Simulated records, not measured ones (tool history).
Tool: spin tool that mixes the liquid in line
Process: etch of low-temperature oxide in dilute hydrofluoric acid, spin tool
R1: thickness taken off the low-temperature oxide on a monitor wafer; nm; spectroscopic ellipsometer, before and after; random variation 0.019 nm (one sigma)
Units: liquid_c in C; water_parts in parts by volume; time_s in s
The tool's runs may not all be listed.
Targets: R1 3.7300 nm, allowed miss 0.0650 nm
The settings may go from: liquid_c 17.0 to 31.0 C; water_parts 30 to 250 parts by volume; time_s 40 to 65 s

{"run": 1, "day": 0.0, "liquid_c": 23.0, "water_parts": 140, "time_s": 65, "R1": 3.8863}
{"run": 2, "day": 0.075, "liquid_c": 23.0, "water_parts": 140, "time_s": 65, "R1": 3.8488}
{"run": 3, "day": 0.379, "liquid_c": 23.0, "water_parts": 140, "time_s": 40, "R1": 2.3684}
{"run": 4, "day": 0.683, "liquid_c": 26.0, "water_parts": 140, "time_s": 40, "R1": 2.6683}
{"run": 5, "day": 0.892, "liquid_c": 26.0, "water_parts": 140, "time_s": 65, "R1": 4.3017}
{"run": 6, "day": 1.083, "liquid_c": 26.0, "water_parts": 100, "time_s": 65, "R1": 6.3559}
{"run": 7, "day": 1.408, "liquid_c": 24.0, "water_parts": 105, "time_s": 65, "R1": 5.5985}
{"run": 8, "day": 1.538, "liquid_c": 22.5, "water_parts": 110, "time_s": 65, "R1": 5.0661}
{"day": 1.621, "done": "hydrofluoric acid flow meter replaced"}
{"run": 9, "day": 1.621, "liquid_c": 22.5, "water_parts": 110, "time_s": 65, "R1": 5.638}

Which of these 4 next moves meets every target?
{"run": "A", "day": 1.704, "liquid_c": 23.0, "water_parts": 70, "time_s": 45, "R1": "?"}
{"run": "B", "day": 1.704, "liquid_c": 23.0, "water_parts": 105, "time_s": 40, "R1": "?"}
{"run": "C", "day": 1.704, "liquid_c": 25.5, "water_parts": 120, "time_s": 40, "R1": "?"}
{"run": "D", "day": 1.704, "liquid_c": 20.5, "water_parts": 110, "time_s": 60, "R1": "?"}

move=A R1=6.5855
move=B R1=3.7390
move=C R1=3.5432
move=D R1=4.8136
A: further off than the last run
B: meets every target
C: takes the result that was furthest off past its target
D: nearer than the last run, and not there yet
Answer: B

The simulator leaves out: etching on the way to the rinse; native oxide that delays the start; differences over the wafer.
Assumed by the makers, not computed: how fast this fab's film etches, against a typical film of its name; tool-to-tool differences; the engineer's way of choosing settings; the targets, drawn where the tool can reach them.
